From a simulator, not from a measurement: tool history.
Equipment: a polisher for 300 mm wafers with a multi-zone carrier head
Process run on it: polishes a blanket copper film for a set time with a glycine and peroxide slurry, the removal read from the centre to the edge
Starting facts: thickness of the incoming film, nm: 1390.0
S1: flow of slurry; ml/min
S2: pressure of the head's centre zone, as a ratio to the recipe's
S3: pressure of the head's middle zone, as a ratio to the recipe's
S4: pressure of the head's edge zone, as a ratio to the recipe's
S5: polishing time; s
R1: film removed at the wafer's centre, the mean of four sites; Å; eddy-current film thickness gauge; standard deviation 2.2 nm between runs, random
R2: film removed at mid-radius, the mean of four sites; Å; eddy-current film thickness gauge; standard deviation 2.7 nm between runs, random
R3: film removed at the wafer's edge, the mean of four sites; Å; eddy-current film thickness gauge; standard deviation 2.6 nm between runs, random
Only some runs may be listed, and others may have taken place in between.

| run | day | S1 | S2 | S3 | S4 | S5 | R1 | R2 | R3 |
|---|---|---|---|---|---|---|---|---|---|
| 1 | 0.000 | 260 | 1.00 | 1.00 | 1.00 | 37 | 1771.2 | 1856.0 | 1753.7 |
| 2 | 0.038 | 260 | 1.00 | 1.00 | 0.94 | 37 | 1722.0 | 1875.9 | 1694.5 |
| 3 | 0.108 | 260 | 1.00 | 1.00 | 0.94 | 31 | 1453.6 | 1583.0 | 1434.5 |
| 4 | 0.250 | 260 | 1.00 | 1.00 | 0.94 | 38 | 1780.0 | 1870.7 | 1756.6 |
| 5 | 0.304 | 220 | 1.00 | 1.00 | 0.94 | 38 | 1788.5 | 1848.7 | 1746.9 |
| 6 | 0.650 | 220 | 1.00 | 1.00 | 1.01 | 38 | 1765.0 | 1863.3 | 1778.4 |

Run 7 comes next. What will it give?
| 7 | 0.921 | 220 | 1.03 | 0.96 | 1.05 | 39 | ? | ? | ? |

R1: 1865.6 Å
R2: 1851.6 Å
R3: 1880.9 Å

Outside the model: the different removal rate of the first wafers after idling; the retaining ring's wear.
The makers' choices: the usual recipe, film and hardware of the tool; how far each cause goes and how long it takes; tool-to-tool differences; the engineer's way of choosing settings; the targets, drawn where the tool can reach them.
